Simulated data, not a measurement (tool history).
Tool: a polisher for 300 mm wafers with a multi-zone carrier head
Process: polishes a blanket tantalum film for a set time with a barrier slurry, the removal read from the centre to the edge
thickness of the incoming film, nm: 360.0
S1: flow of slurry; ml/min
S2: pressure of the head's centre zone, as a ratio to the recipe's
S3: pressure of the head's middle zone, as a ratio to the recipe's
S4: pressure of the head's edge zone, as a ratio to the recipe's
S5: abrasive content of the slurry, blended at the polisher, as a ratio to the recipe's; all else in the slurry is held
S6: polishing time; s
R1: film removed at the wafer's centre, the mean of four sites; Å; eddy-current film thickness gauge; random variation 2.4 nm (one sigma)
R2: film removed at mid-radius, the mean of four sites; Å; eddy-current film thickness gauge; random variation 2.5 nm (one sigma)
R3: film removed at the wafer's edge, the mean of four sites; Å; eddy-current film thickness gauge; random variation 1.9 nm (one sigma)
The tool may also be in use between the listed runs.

run,hour,S1,S2,S3,S4,S5,S6,R1,R2,R3
1,0,245,1,1,1,1,48,1295.9,1255.7,1272.7
2,5.2,245,1,1,0.94,1,48,1286,1235.9,1247.1
3,11.1,245,1,1,0.96,1.1,49,1341.3,1267.2,1321.5
4,13.2,245,1,1,0.96,1.1,55,1465.4,1441.2,1461.2
5,15,245,0.93,1,0.96,1.1,55,1435.3,1473.4,1471.2
6,19.8,250,0.94,1.01,0.97,1.15,55,1468.5,1491.5,1505.4
7,27.9,255,0.95,1.02,0.98,1.2,55,1465.7,1547,1501.9

Forecast run 8:
8,35,255,0.96,1.01,0.98,1.25,56,?,?,?

Run 8 gave R1 1532.8 Å, R2 1528.5 Å, R3 1523.6 Å.
